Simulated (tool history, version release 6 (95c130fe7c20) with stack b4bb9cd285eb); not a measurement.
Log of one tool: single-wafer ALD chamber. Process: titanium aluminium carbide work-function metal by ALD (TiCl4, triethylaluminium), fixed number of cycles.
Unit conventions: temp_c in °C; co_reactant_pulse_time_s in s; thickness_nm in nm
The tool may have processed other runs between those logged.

Run 1, day 0.000: temp_c 305 °C, co_reactant_pulse_time_s 7.66 s. Result: thickness_nm 2.0535 nm.
Run 2, day 0.046: temp_c 300 °C, co_reactant_pulse_time_s 6.74 s. Result: thickness_nm 1.9450 nm.
Run 3, day 0.325: temp_c 291 °C, co_reactant_pulse_time_s 6.74 s. Result: thickness_nm 1.8530 nm.
Run 4, day 0.400: temp_c 298 °C, co_reactant_pulse_time_s 6.74 s. Result: thickness_nm 1.9222 nm.
Run 5, day 0.575: temp_c 295 °C, co_reactant_pulse_time_s 6.02 s. Result: thickness_nm 1.8333 nm.
Run 6, day 0.933: temp_c 295 °C, co_reactant_pulse_time_s 7.70 s. Result: thickness_nm 1.9464 nm.
Run 7, day 0.958: temp_c 292 °C, co_reactant_pulse_time_s 6.88 s. Result: thickness_nm 1.8786 nm.
Run 8, day 1.133: temp_c 290 °C, co_reactant_pulse_time_s 6.18 s. Result: thickness_nm 1.8177 nm.
Run 9, day 1.250: temp_c 288 °C, co_reactant_pulse_time_s 5.56 s. Result: thickness_nm 1.7071 nm.
Run 10, day 1.288: temp_c 287 °C, co_reactant_pulse_time_s 5.37 s. Result: thickness_nm 1.6976 nm.
Run 11, day 1.554: temp_c 286 °C, co_reactant_pulse_time_s 5.16 s. Result: thickness_nm 1.6679 nm.

The next listed run, before its measurement:
Run 12, day 1.704: temp_c 285 °C, co_reactant_pulse_time_s 5.01 s. Result: thickness_nm ?.

Run 12 came out at thickness_nm 1.6420 nm.

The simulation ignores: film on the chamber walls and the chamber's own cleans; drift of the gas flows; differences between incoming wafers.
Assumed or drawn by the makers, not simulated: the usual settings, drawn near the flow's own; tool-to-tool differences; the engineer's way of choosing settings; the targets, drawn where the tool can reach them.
